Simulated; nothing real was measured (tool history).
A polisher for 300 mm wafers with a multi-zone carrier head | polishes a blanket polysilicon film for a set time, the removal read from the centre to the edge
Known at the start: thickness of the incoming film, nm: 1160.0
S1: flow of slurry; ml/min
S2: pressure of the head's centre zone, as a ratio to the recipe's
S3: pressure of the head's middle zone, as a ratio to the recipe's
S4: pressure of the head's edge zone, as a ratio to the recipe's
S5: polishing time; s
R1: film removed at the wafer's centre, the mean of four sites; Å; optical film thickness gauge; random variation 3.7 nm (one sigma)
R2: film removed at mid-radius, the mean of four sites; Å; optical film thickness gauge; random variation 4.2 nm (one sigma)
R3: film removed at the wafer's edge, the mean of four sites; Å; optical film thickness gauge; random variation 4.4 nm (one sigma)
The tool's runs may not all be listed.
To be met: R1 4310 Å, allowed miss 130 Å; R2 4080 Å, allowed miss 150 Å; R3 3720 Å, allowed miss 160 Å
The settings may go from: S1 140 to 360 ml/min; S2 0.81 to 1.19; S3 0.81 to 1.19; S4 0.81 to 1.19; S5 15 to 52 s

{"run": 1, "day": 0.0, "S1": 230, "S2": 1, "S3": 1, "S4": 1, "S5": 33, "R1": 3240.6, "R2": 3316.7, "R3": 3314}
{"run": 2, "day": 0.371, "S1": 230, "S2": 1, "S3": 1, "S4": 1.04, "S5": 33, "R1": 3239.1, "R2": 3333.8, "R3": 3372.7}
{"run": 3, "day": 0.667, "S1": 235, "S2": 1.02, "S3": 1.02, "S4": 1.05, "S5": 33, "R1": 3279.8, "R2": 3294.5, "R3": 3297.3}
{"run": 4, "day": 0.742, "S1": 240, "S2": 1.03, "S3": 1.03, "S4": 1.04, "S5": 34, "R1": 3421.5, "R2": 3438.1, "R3": 3366.2}
{"run": 5, "day": 0.85, "S1": 240, "S2": 1.04, "S3": 1.04, "S4": 1.04, "S5": 35, "R1": 3619.1, "R2": 3652.8, "R3": 3563.1}
{"day": 0.962, "done": "edge zone pressure recalibrated"}
{"run": 6, "day": 0.962, "S1": 240, "S2": 1.08, "S3": 1.04, "S4": 1.04, "S5": 35, "R1": 3728.7, "R2": 3630.4, "R3": 3621}
{"run": 7, "day": 0.996, "S1": 245, "S2": 1.09, "S3": 1.05, "S4": 1.03, "S5": 35, "R1": 3786.3, "R2": 3609, "R3": 3624.6}
{"run": 8, "day": 1.225, "S1": 250, "S2": 1.1, "S3": 1.07, "S4": 1.02, "S5": 35, "R1": 3736.6, "R2": 3774.4, "R3": 3574.5}
{"run": 9, "day": 1.279, "S1": 295, "S2": 1.19, "S3": 1.06, "S4": 1, "S5": 37, "R1": 4454.6, "R2": 3977.8, "R3": 3753.5}

4 next moves are on the table. One of them brings every result within its allowed miss. Which?
{"run": "A", "day": 1.333, "S1": 340, "S2": 1.19, "S3": 1.03, "S4": 0.98, "S5": 38, "R1": "?", "R2": "?", "R3": "?"}
{"run": "B", "day": 1.333, "S1": 255, "S2": 1.17, "S3": 0.99, "S4": 1, "S5": 40, "R1": "?", "R2": "?", "R3": "?"}
{"run": "C", "day": 1.333, "S1": 310, "S2": 1.15, "S3": 1.09, "S4": 0.96, "S5": 37, "R1": "?", "R2": "?", "R3": "?"}
{"run": "D", "day": 1.333, "S1": 300, "S2": 1.19, "S3": 1.08, "S4": 0.96, "S5": 38, "R1": "?", "R2": "?", "R3": "?"}

move=A R1=4658.4 R2=4070.6 R3=3868.2
move=B R1=4669.3 R2=4044.5 R3=4024.4
move=C R1=4343.8 R2=4101.7 R3=3703.2
move=D R1=4601.1 R2=4169.4 R3=3794.5
A: further off than the last run
B: further off than the last run
C: meets every target
D: further off than the last run
The right move is C.

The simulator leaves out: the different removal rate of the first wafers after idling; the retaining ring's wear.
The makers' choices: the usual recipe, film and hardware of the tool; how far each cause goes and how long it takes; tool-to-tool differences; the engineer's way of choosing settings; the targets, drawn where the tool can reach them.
